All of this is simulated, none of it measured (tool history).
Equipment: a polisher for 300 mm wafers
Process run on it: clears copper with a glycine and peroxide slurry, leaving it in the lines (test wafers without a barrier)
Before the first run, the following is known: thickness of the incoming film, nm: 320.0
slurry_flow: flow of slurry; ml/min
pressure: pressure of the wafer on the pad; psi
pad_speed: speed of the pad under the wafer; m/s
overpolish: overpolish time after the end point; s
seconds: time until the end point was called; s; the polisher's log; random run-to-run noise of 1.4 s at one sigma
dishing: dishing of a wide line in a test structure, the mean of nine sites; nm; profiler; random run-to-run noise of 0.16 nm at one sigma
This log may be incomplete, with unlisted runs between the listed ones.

run	day	slurry_flow	pressure	pad_speed	overpolish	seconds	dishing
1	0.000	220	1.8	1.20	10	66.845	35.406
2	0.325	210	1.6	1.18	9	73.899	29.559
3	0.638	210	1.5	1.14	8	76.192	24.730
4	0.679	160	1.5	1.14	8	79.764	24.591
5	0.992	190	1.4	1.08	7	82.899	20.565
6	1.108	190	1.2	1.08	7	90.122	18.977
7	1.479	215	1.1	1.02	6	95.412	15.388
8	1.558	235	1.1	1.00	6	97.650	15.454
9	1.717	235	1.1	1.00	6	96.035	15.969
10	1.942	220	1.1	1.00	6	96.991	15.303

Expected results for the next run?
11	2.025	240	1.1	0.98	6	?	?

seconds: 96.920 s
dishing: 15.594 nm
